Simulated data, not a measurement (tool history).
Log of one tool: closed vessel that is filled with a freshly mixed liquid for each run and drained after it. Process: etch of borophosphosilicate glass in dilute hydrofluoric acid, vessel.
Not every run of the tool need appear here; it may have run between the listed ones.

| run | hour | temperature setpoint of the liquid (K) | parts of water to one part of 49 % hydrofluoric acid (parts by volume) | time in the liquid (s) | thickness taken off the borophosphosilicate glass on a monitor wafer (Å) |
|---|---|---|---|---|---|
| 1 | 0 | 297.15 | 160 | 30 | 65.928 |
| 2 | 8.7 | 295.65 | 160 | 30 | 62.798 |
| 3 | 15.9 | 295.15 | 160 | 30 | 60.715 |
| 4 | 17.8 | 295.15 | 160 | 30 | 61.124 |
| 5 | 21.4 | 295.15 | 180 | 30 | 53.06 |
| 6 | 23.7 | 292.15 | 180 | 30 | 47.152 |

Predict the results of run 7:
| 7 | 32.4 | 292.65 | 180 | 30 | ? |

Logged for run 7: thickness taken off the borophosphosilicate glass on a monitor wafer (Å) 47.835.
